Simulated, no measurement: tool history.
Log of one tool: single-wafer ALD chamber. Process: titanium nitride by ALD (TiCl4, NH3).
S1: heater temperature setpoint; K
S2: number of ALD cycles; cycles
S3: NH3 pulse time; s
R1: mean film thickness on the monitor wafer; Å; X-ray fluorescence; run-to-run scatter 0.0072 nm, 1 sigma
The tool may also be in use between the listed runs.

{"run": 1, "hour": 0.0, "S1": 683.15, "S2": 81, "S3": 3.18, "R1": 16.869}
{"run": 2, "hour": 5.4, "S1": 683.15, "S2": 81, "S3": 2.32, "R1": 16.73}
{"run": 3, "hour": 7.9, "S1": 683.15, "S2": 81, "S3": 1.98, "R1": 16.604}
{"run": 4, "hour": 10.1, "S1": 692.15, "S2": 81, "S3": 1.98, "R1": 16.523}
{"run": 5, "hour": 16.6, "S1": 692.15, "S2": 80, "S3": 1.93, "R1": 16.382}
{"run": 6, "hour": 19.7, "S1": 692.15, "S2": 80, "S3": 1.85, "R1": 16.505}
{"run": 7, "hour": 26.5, "S1": 690.15, "S2": 80, "S3": 1.76, "R1": 16.422}
{"run": 8, "hour": 30.2, "S1": 691.15, "S2": 80, "S3": 1.68, "R1": 16.35}
{"run": 9, "hour": 37.9, "S1": 691.15, "S2": 80, "S3": 1.61, "R1": 16.272}
{"run": 10, "hour": 42.4, "S1": 691.15, "S2": 80, "S3": 1.59, "R1": 16.333}
{"run": 11, "hour": 45.6, "S1": 691.15, "S2": 80, "S3": 1.53, "R1": 16.268}

What will run 12 give?
{"run": 12, "hour": 51.7, "S1": 691.15, "S2": 80, "S3": 1.51, "R1": "?"}

R1: 16.355 Å

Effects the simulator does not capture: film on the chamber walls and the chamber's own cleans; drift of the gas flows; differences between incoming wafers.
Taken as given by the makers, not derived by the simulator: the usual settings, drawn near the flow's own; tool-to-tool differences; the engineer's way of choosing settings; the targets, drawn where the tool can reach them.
